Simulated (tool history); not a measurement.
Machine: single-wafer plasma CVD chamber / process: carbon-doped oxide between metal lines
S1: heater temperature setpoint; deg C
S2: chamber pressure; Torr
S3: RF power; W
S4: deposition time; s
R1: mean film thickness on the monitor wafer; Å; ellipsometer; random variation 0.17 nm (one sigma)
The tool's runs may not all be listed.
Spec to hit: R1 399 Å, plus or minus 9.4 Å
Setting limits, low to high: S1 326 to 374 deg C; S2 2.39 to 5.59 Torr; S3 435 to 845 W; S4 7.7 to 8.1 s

Run 1, day 0: S1 350 deg C, S2 3.99 Torr, S3 640 W, S4 8.1 s. Result: R1 445.29 Å.
Run 2, day 0.262: S1 350 deg C, S2 3.64 Torr, S3 640 W, S4 8.1 s. Result: R1 440.53 Å.
Run 3, day 0.362: S1 350 deg C, S2 3.64 Torr, S3 640 W, S4 7.7 s. Result: R1 417.4 Å.
Run 4, day 0.654: S1 351 deg C, S2 3.54 Torr, S3 635 W, S4 7.7 s. Result: R1 412.91 Å.
Run 5, day 0.679: S1 352 deg C, S2 3.48 Torr, S3 635 W, S4 7.7 s. Result: R1 410.59 Å.
Run 6, day 0.704: S1 352 deg C, S2 3.48 Torr, S3 725 W, S4 7.7 s. Result: R1 438.92 Å.
Run 7, day 1.075: S1 355 deg C, S2 3.3 Torr, S3 715 W, S4 7.7 s. Result: R1 429.03 Å.
Run 8, day 1.429: S1 357 deg C, S2 3.16 Torr, S3 705 W, S4 7.7 s. Result: R1 422.9 Å.

Exactly one of the 5 candidate moves below puts every result within its allowed miss. Which one?
Run A, day 1.783: S1 367 deg C, S2 2.73 Torr, S3 730 W, S4 8.1 s. Result: R1 ?.
Run B, day 1.783: S1 358 deg C, S2 3.3 Torr, S3 615 W, S4 7.8 s. Result: R1 ?.
Run C, day 1.783: S1 348 deg C, S2 2.87 Torr, S3 720 W, S4 7.9 s. Result: R1 ?.
Run D, day 1.783: S1 355 deg C, S2 3.16 Torr, S3 735 W, S4 8.1 s. Result: R1 ?.
Run E, day 1.783: S1 368 deg C, S2 3.14 Torr, S3 730 W, S4 7.8 s. Result: R1 ?.

move      R1
   A  433.28
   B  398.97
   C   445.7
   D  455.48
   E  421.22
A: further off than the last run
B: each result inside its tolerance
C: further off than the last run
D: further off than the last run
E: an improvement on the last run, though not all results are within tolerance
Go with B: it meets all targets.
